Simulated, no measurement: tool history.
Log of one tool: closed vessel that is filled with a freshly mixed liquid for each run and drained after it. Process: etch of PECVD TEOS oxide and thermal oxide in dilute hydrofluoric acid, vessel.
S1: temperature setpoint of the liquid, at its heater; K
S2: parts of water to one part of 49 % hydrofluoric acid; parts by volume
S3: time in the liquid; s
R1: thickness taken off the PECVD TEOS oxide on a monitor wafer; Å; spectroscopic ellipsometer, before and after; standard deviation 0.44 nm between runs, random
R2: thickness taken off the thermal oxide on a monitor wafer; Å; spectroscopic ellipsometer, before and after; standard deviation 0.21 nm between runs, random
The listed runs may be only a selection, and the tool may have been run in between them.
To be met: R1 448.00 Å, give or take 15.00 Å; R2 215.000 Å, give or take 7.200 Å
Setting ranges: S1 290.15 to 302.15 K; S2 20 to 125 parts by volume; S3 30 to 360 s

| run | hour | S1 | S2 | S3 | R1 | R2 |
|---|---|---|---|---|---|---|
| 1 | 0.0 | 294.15 | 70 | 185 | 259.93 | 127.260 |
| 2 | 5.8 | 296.15 | 65 | 185 | 304.14 | 147.100 |
| 3 | 7.1 | 297.65 | 60 | 185 | 355.21 | 166.610 |
| 4 | 11.2 | 297.65 | 60 | 115 | 220.11 | 106.180 |
| 5 | 16.4 | 294.15 | 60 | 115 | 187.06 | 92.252 |
| 6 | 20.4 | 290.65 | 60 | 115 | 160.57 | 79.889 |
| 7 | 24.6 | 293.65 | 50 | 115 | 224.87 | 109.530 |
|  | 25.5 | hydrofluoric acid flow meter replaced |
| 8 | 25.5 | 295.65 | 45 | 115 | 240.12 | 119.940 |

4 next moves are on the table. One of them brings every result within its allowed miss. Which?
| A | 26.4 | 294.65 | 40 | 180 | ? | ? |
| B | 26.4 | 295.15 | 35 | 150 | ? | ? |
| C | 26.4 | 298.65 | 40 | 165 | ? | ? |
| D | 26.4 | 291.15 | 45 | 240 | ? | ? |

| move | R1 | R2 |
|---|---|---|
| A | 424.73 | 200.850 |
| B | 415.77 | 196.620 |
| C | 459.91 | 217.490 |
| D | 430.78 | 203.710 |
A: better than the last run, though not everything is in spec
B: better than the last run, though not everything is in spec
C: all results in spec
D: better than the last run, though not everything is in spec
Correct choice: C, which meets every target
